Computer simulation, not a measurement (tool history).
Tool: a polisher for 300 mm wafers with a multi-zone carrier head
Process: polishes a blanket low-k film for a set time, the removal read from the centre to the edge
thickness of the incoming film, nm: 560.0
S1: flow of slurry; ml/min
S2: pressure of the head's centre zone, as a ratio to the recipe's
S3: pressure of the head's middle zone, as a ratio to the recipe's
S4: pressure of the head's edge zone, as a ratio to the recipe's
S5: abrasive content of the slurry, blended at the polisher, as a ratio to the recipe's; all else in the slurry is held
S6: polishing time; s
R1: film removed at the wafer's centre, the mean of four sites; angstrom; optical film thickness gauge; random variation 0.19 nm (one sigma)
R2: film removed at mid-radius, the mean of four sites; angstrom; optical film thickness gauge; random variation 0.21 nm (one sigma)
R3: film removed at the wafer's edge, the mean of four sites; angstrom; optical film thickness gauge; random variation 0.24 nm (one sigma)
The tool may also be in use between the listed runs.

run	day	S1	S2	S3	S4	S5	S6	R1	R2	R3
1	0.000	155	1.00	1.00	1.00	1.00	43	220.11	225.06	232.05
2	0.025	155	1.00	1.00	1.00	1.00	34	176.44	176.16	181.67
3	0.229	155	1.02	1.00	0.97	1.00	34	179.08	174.91	181.12
4	0.488	160	1.04	1.01	0.94	0.95	34	178.76	170.98	173.40
5	0.542	160	1.04	1.01	0.94	0.75	34	152.89	142.91	144.62
6	0.821	160	1.04	0.98	0.94	0.75	34	150.56	139.40	143.92
7	1.138	170	1.06	1.01	0.96	0.75	34	155.91	145.08	146.25
8	1.188	175	1.08	1.02	0.97	0.80	34	167.77	157.20	157.57
9	1.362	185	1.09	1.02	0.97	0.80	34	169.03	158.27	162.94

Run 10 comes next. What will it give?
10	1.688	185	1.11	1.04	0.96	0.80	34	?	?	?

{"run 10": {"R1": 169.7, "R2": 158.49, "R3": 159.74}}

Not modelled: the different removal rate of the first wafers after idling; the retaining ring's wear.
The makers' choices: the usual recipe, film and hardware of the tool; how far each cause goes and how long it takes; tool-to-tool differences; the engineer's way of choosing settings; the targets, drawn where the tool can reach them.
